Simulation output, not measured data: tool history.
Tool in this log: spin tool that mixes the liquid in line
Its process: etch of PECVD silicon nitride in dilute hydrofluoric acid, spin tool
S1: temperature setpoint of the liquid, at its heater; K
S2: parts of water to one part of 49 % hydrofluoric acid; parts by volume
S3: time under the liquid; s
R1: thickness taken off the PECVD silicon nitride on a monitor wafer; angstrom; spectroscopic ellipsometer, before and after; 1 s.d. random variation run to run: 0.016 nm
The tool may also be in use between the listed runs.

run  hour      S1  S2   S3      R1
  1     0  294.15  70  100  20.994
  2   1.9  294.15  60  100  24.335
  3   8.4  294.15  60   80  19.566
  4  14.4  294.15  80   80  14.604
  5  16.6  295.15  80   80  15.768
  6  23.6  296.15  80   80  16.785

For run 7, what comes out?
  7  27.8  296.65  80  80   ?

Run 7 gave R1 17.447 angstrom.
